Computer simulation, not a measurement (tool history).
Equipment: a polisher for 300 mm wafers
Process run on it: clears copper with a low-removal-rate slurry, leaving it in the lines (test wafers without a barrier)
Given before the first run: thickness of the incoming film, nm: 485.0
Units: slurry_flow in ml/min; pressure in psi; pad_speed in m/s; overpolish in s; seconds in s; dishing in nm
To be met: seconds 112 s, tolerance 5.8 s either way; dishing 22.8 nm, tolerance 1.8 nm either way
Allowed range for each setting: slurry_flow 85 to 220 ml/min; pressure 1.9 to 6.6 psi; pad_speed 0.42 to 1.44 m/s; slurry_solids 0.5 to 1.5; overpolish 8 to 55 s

{"run": 1, "day": 0.0, "slurry_flow": 140, "pressure": 4.2, "pad_speed": 0.92, "slurry_solids": 1, "overpolish": 28, "seconds": 104.21, "dishing": 31.751}
{"run": 2, "day": 0.138, "slurry_flow": 115, "pressure": 4.2, "pad_speed": 0.92, "slurry_solids": 1, "overpolish": 28, "seconds": 106.47, "dishing": 31.769}
{"run": 3, "day": 0.2, "slurry_flow": 130, "pressure": 4, "pad_speed": 0.94, "slurry_solids": 1, "overpolish": 24, "seconds": 110.46, "dishing": 29.638}
{"run": 4, "day": 0.421, "slurry_flow": 135, "pressure": 3.9, "pad_speed": 0.98, "slurry_solids": 1, "overpolish": 21, "seconds": 108.97, "dishing": 28.686}
{"run": 5, "day": 0.742, "slurry_flow": 135, "pressure": 4.9, "pad_speed": 0.98, "slurry_solids": 1, "overpolish": 21, "seconds": 85.993, "dishing": 31.105}
{"run": 6, "day": 0.979, "slurry_flow": 140, "pressure": 4.6, "pad_speed": 1, "slurry_solids": 1, "overpolish": 19, "seconds": 90.707, "dishing": 29.456}
{"run": 7, "day": 1.05, "slurry_flow": 145, "pressure": 4.4, "pad_speed": 1.02, "slurry_solids": 1, "overpolish": 17, "seconds": 91.858, "dishing": 29.3}
{"run": 8, "day": 1.162, "slurry_flow": 105, "pressure": 3.9, "pad_speed": 0.98, "slurry_solids": 1.1, "overpolish": 8, "seconds": 109.81, "dishing": 17.33}
{"run": 9, "day": 1.45, "slurry_flow": 110, "pressure": 3.9, "pad_speed": 0.98, "slurry_solids": 1.1, "overpolish": 9, "seconds": 109.52, "dishing": 19.23}
{"run": 10, "day": 1.5, "slurry_flow": 115, "pressure": 3.9, "pad_speed": 0.98, "slurry_solids": 1.1, "overpolish": 10, "seconds": 107.75, "dishing": 19.273}

Which single option among these 4 for the next run brings every result within its allowed miss of target? Just one does.
{"run": "A", "day": 1.55, "slurry_flow": 140, "pressure": 4.1, "pad_speed": 0.86, "slurry_solids": 1.05, "overpolish": 12, "seconds": "?", "dishing": "?"}
{"run": "B", "day": 1.55, "slurry_flow": 140, "pressure": 3.3, "pad_speed": 1.02, "slurry_solids": 1, "overpolish": 22, "seconds": "?", "dishing": "?"}
{"run": "C", "day": 1.55, "slurry_flow": 110, "pressure": 4, "pad_speed": 0.78, "slurry_solids": 1.1, "overpolish": 18, "seconds": "?", "dishing": "?"}
{"run": "D", "day": 1.55, "slurry_flow": 140, "pressure": 4.2, "pad_speed": 0.96, "slurry_solids": 1.3, "overpolish": 8, "seconds": "?", "dishing": "?"}

move=A seconds=110.06 dishing=22.428
move=B seconds=123.34 dishing=27.783
move=C seconds=121.56 dishing=26.1
move=D seconds=97.33 dishing=18.926
A: all results land within tolerance of their targets
B: takes the result that was furthest off past its target
C: takes the result that was furthest off past its target
D: its largest miss is bigger than the last run's
A is the move that brings every result within its allowed miss.
